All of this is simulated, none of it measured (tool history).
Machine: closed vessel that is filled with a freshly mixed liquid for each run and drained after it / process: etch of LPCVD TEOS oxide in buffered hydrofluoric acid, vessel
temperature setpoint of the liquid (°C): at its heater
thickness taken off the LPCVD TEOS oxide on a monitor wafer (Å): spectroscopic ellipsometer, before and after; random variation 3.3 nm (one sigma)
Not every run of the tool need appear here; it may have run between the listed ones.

run	day	temperature setpoint of the liquid (°C)	parts of 40 % ammonium fluoride to one part of 49 % hydrofluoric acid (parts by volume)	time in the liquid (s)	thickness taken off the LPCVD TEOS oxide on a monitor wafer (Å)
1	0.000	23.0	11.0	95	3260.6
2	0.058	23.0	11.0	100	3477.8
3	0.283	24.5	11.0	100	3723.4
4	0.633	26.5	10.5	100	4376.6
5	0.975	28.0	10.5	100	4715.2
6	1.246	29.0	10.5	100	4956.8

Run 7, settings as shown, results not yet in. Your forecast:
7	1.433	29.5	10.5	100	?

thickness taken off the LPCVD TEOS oxide on a monitor wafer (Å): 5121.7

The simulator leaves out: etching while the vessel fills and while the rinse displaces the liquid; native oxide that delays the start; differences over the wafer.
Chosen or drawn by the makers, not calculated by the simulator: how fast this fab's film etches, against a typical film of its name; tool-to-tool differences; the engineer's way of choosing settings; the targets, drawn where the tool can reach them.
